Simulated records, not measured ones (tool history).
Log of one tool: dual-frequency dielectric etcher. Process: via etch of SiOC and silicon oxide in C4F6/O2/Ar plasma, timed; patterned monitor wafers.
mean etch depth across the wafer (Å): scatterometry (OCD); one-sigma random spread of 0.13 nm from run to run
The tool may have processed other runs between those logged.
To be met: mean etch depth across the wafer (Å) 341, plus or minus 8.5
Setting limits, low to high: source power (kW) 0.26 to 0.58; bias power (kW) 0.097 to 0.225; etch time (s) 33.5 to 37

| run | day | source power (kW) | bias power (kW) | etch time (s) | mean etch depth across the wafer (Å) |
|---|---|---|---|---|---|
| 1 | 0 | 0.42 | 0.161 | 37 | 383.92 |
| 2 | 0.092 | 0.41 | 0.159 | 37 | 379.31 |
| 3 | 0.454 | 0.4 | 0.157 | 37 | 374.05 |
| 4 | 0.792 | 0.39 | 0.156 | 37 | 370.61 |
| 5 | 0.904 | 0.39 | 0.156 | 37 | 370.19 |
| 6 | 1.262 | 0.39 | 0.156 | 37 | 368.45 |
| 7 | 1.629 | 0.39 | 0.156 | 37 | 370.9 |
| 8 | 1.671 | 0.38 | 0.154 | 37 | 364.27 |
| 9 | 1.792 | 0.37 | 0.153 | 37 | 361.43 |
| 10 | 1.921 | 0.36 | 0.152 | 37 | 353.79 |

Consider the 4 candidate settings below. Which is the only one whose results all fall within their allowed miss of target?
| A | 2.05 | 0.32 | 0.145 | 36.5 | ? |
| B | 2.05 | 0.35 | 0.188 | 37 | ? |
| C | 2.05 | 0.34 | 0.155 | 34.5 | ? |
| D | 2.05 | 0.34 | 0.144 | 37 | ? |

| move | mean etch depth across the wafer (Å) |
|---|---|
| A | 323.93 |
| B | 368.68 |
| C | 321.05 |
| D | 337.5 |
A: carries the result that was furthest off beyond its target, to the other side
B: moves away from the targets compared with the last run
C: carries the result that was furthest off beyond its target, to the other side
D: all results land within tolerance of their targets
D meets every target.
